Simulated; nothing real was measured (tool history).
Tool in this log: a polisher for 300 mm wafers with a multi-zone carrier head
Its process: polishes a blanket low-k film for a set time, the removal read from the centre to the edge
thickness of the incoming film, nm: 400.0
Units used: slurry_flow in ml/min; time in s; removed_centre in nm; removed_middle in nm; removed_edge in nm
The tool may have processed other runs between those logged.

run	hour	slurry_flow	centre_zone	middle_zone	edge_zone	slurry_solids	time	removed_centre	removed_middle	removed_edge
1	0	170	1	1	1	1	56	20.937	22.571	22.375
2	3.9	170	1.09	1	1	1	56	23.226	22.002	22.424
3	6.4	160	1.04	0.97	0.99	0.85	54	19.248	18.718	19.546
4	11.9	160	1.09	0.97	0.99	0.85	54	20.235	18.927	19.681
5	15.8	155	1.03	0.95	0.97	0.75	54	17.142	17.383	17.877
6	17.9	135	1.03	0.95	0.97	0.75	54	17.19	16.711	17.352
# hour 22: centre zone pressure recalibrated
7	22	130	0.98	0.92	0.96	0.75	54	17.686	16.165	17.896

Predict the results of run 8:
8	28	130	0.95	0.93	0.97	0.7	53	?	?	?

{"run 8": {"removed_centre": 16.47, "removed_middle": 15.625, "removed_edge": 16.508}}
